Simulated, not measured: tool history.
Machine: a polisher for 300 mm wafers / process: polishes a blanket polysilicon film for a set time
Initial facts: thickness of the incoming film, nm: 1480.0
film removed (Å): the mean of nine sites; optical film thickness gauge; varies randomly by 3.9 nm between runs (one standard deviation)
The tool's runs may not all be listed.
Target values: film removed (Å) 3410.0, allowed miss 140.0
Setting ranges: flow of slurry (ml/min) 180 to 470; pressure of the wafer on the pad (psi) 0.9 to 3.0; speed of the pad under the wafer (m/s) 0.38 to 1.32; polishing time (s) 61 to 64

run  hour  flow of slurry (ml/min)  pressure of the wafer on the pad (psi)  speed of the pad under the wafer (m/s)  polishing time (s)  film removed (Å)
  1   0.0                      300                                     1.9                                    0.84                  61            2186.8
  2   5.8                      300                                     1.9                                    0.72                  61            1909.6
  3  14.6                      300                                     2.2                                    0.72                  61            2200.0
  4  20.0                      300                                     2.2                                    0.94                  61            2802.6
     21.2  -- head pressure recalibrated
  5  21.2                      330                                     2.2                                    0.94                  61            3076.3
  6  26.0                      340                                     2.2                                    0.94                  61            2985.5
  7  31.8                      360                                     2.2                                    0.94                  61            3032.3
  8  37.6                      370                                     2.2                                    0.94                  61            3021.2
  9  43.5                      375                                     2.3                                    0.94                  61            3190.1
 10  47.7                      380                                     2.3                                    0.94                  61            3207.1

Which single option among these 5 for the next run brings every result within its allowed miss of target? Just one does.
  A  51.9                      375                                     2.4                                    0.86                  61                 ?
  B  51.9                      345                                     2.5                                    0.98                  62                 ?
  C  51.9                      390                                     2.6                                    0.98                  63                 ?
  D  51.9                      345                                     2.0                                    1.14                  63                 ?
  E  51.9                      385                                     2.2                                    0.94                  61                 ?

move  film removed (Å)
   A            3054.1
   B            3602.5
   C            3840.2
   D            3374.3
   E            3041.0
A: misses by more than the last run did
B: moves the result that the last run missed by most past its target, out the other side
C: moves the result that the last run missed by most past its target, out the other side
D: all results land within tolerance of their targets
E: misses by more than the last run did
The right move is D.

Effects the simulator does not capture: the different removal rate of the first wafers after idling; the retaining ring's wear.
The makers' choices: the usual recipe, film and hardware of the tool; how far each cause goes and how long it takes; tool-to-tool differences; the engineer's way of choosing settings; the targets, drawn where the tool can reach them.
